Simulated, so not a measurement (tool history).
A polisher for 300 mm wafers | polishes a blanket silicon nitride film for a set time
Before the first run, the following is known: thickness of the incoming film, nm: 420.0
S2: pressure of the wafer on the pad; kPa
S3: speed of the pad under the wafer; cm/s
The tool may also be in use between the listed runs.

run 1 hour=0.0 | flow_of_slurry_(ml/min)=240 S2=26.2 S3=84 polishing_time_(s)=26 | film_removed_(Å)=509.48
run 2 hour=4.4 | flow_of_slurry_(ml/min)=240 S2=26.2 S3=84 polishing_time_(s)=26 | film_removed_(Å)=506.47
run 3 hour=9.9 | flow_of_slurry_(ml/min)=240 S2=26.2 S3=66 polishing_time_(s)=26 | film_removed_(Å)=425.13
run 4 hour=12.7 | flow_of_slurry_(ml/min)=240 S2=26.2 S3=66 polishing_time_(s)=26 | film_removed_(Å)=424.33
run 5 hour=13.4 | flow_of_slurry_(ml/min)=240 S2=26.2 S3=66 polishing_time_(s)=23 | film_removed_(Å)=380.70
run 6 hour=18.7 | flow_of_slurry_(ml/min)=240 S2=28.3 S3=66 polishing_time_(s)=23 | film_removed_(Å)=399.22
run 7 hour=25.3 | flow_of_slurry_(ml/min)=240 S2=29.6 S3=68 polishing_time_(s)=23 | film_removed_(Å)=438.91
run 8 hour=26.8 | flow_of_slurry_(ml/min)=255 S2=36.5 S3=70 polishing_time_(s)=23 | film_removed_(Å)=545.66
run 9 hour=34.0 | flow_of_slurry_(ml/min)=255 S2=37.2 S3=70 polishing_time_(s)=23 | film_removed_(Å)=553.00
run 10 hour=38.2 | flow_of_slurry_(ml/min)=255 S2=37.9 S3=70 polishing_time_(s)=23 | film_removed_(Å)=566.81
run 11 hour=45.9 | flow_of_slurry_(ml/min)=255 S2=38.6 S3=70 polishing_time_(s)=23 | film_removed_(Å)=575.67

Estimate the outcome of run 12 from the log above:
run 12 hour=50.7 | flow_of_slurry_(ml/min)=255 S2=40.0 S3=74 polishing_time_(s)=23 | film_removed_(Å)=?

{"run 12": {"film removed (Å)": 621.88}}

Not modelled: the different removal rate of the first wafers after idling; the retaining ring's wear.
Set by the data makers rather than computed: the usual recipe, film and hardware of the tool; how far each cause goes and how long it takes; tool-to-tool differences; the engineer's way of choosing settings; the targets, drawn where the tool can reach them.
